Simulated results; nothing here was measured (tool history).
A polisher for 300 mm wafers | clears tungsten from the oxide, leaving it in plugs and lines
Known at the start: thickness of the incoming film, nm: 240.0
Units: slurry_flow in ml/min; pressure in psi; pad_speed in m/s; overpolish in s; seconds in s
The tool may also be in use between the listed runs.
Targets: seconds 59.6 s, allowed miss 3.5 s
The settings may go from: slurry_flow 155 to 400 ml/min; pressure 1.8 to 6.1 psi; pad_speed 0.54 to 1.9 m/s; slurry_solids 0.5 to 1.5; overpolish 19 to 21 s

run,day,slurry_flow,pressure,pad_speed,slurry_solids,overpolish,seconds
1,0,255,3.9,1.22,1,19,39.372
2,0.154,255,3.7,1.22,1,19,41.812
3,0.317,255,3.7,1.06,1,19,47.107
4,0.521,255,3.7,1.06,1,21,47.211
5,0.583,255,3.7,1.06,1,21,45.629
6,0.608,255,3.7,1.06,0.85,21,50.146
7,0.879,255,3.6,1.06,0.85,21,51.199
8,1.104,255,3.5,1.06,0.85,21,53.861
9,1.479,255,3.3,1.06,0.85,21,54.93

5 next moves are on the table. One of them brings every result within its allowed miss. Which?
A,1.854,250,2.8,1.02,0.85,21,?
B,1.854,220,3,1.14,1.1,19,?
C,1.854,355,2.4,1.22,1.1,21,?
D,1.854,245,3.1,1.1,1,21,?
E,1.854,275,3.2,1.18,0.8,21,?

move,seconds
A,67.779
B,53.769
C,60.349
D,54.745
E,53.973
A: takes the result that was furthest off past its target
B: further off than the last run
C: meets every target
D: as far off as the last run
E: further off than the last run
The right move is C.
